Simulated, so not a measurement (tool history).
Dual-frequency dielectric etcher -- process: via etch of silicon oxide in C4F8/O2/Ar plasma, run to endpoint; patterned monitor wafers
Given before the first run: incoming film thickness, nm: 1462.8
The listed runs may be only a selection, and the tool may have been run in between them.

| run | hour | source power (kW) | bias power (kW) | endpoint time (s) |
|---|---|---|---|---|
| 1 | 0.0 | 1.830 | 1.567 | 312.42 |
| 2 | 3.2 | 1.710 | 1.567 | 321.64 |
| 3 | 4.9 | 1.710 | 1.700 | 320.64 |
| 4 | 12.0 | 1.430 | 1.700 | 346.88 |
| 5 | 19.6 | 1.280 | 1.700 | 372.90 |
| 6 | 26.1 | 1.430 | 1.732 | 349.70 |
| 7 | 30.1 | 1.570 | 1.761 | 323.77 |

Predict the results of run 8:
| 8 | 37.9 | 1.940 | 1.854 | ? |

endpoint time (s): 294.06
